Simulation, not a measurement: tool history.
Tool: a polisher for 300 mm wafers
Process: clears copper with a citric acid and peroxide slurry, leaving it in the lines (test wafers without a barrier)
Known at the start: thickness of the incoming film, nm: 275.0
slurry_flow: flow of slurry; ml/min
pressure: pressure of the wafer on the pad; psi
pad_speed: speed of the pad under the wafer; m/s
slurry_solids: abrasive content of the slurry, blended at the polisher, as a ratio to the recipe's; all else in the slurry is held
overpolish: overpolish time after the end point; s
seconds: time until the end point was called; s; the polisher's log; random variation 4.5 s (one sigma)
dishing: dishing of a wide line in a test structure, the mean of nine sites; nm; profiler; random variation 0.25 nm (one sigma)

{"run": 1, "hour": 0.0, "slurry_flow": 205, "pressure": 3.2, "pad_speed": 1.0, "slurry_solids": 1.0, "overpolish": 12, "seconds": 135.9, "dishing": 18.755}
{"run": 2, "hour": 3.8, "slurry_flow": 245, "pressure": 3.2, "pad_speed": 1.0, "slurry_solids": 1.0, "overpolish": 12, "seconds": 134.57, "dishing": 18.826}
{"run": 3, "hour": 11.8, "slurry_flow": 245, "pressure": 2.8, "pad_speed": 0.98, "slurry_solids": 1.0, "overpolish": 12, "seconds": 151.16, "dishing": 16.086}
{"run": 4, "hour": 15.2, "slurry_flow": 245, "pressure": 2.8, "pad_speed": 0.98, "slurry_solids": 1.0, "overpolish": 9, "seconds": 155.78, "dishing": 12.157}
{"run": 5, "hour": 17.1, "slurry_flow": 245, "pressure": 3.3, "pad_speed": 0.98, "slurry_solids": 1.0, "overpolish": 9, "seconds": 135.83, "dishing": 14.676}
{"run": 6, "hour": 21.1, "slurry_flow": 215, "pressure": 3.3, "pad_speed": 0.98, "slurry_solids": 1.0, "overpolish": 9, "seconds": 135.47, "dishing": 14.217}
{"run": 7, "hour": 29.5, "slurry_flow": 220, "pressure": 2.4, "pad_speed": 0.9, "slurry_solids": 1.0, "overpolish": 13, "seconds": 202.54, "dishing": 14.012}
{"run": 8, "hour": 35.3, "slurry_flow": 220, "pressure": 1.8, "pad_speed": 0.88, "slurry_solids": 1.0, "overpolish": 11, "seconds": 266.74, "dishing": 8.8144}
{"run": 9, "hour": 39.5, "slurry_flow": 220, "pressure": 1.9, "pad_speed": 0.88, "slurry_solids": 1.0, "overpolish": 11, "seconds": 258.93, "dishing": 9.5457}

The next listed run, before its measurement:
{"run": 10, "hour": 43.3, "slurry_flow": 220, "pressure": 2.2, "pad_speed": 0.88, "slurry_solids": 1.0, "overpolish": 12, "seconds": "?", "dishing": "?"}

seconds: 226.53 s
dishing: 11.7080 nm
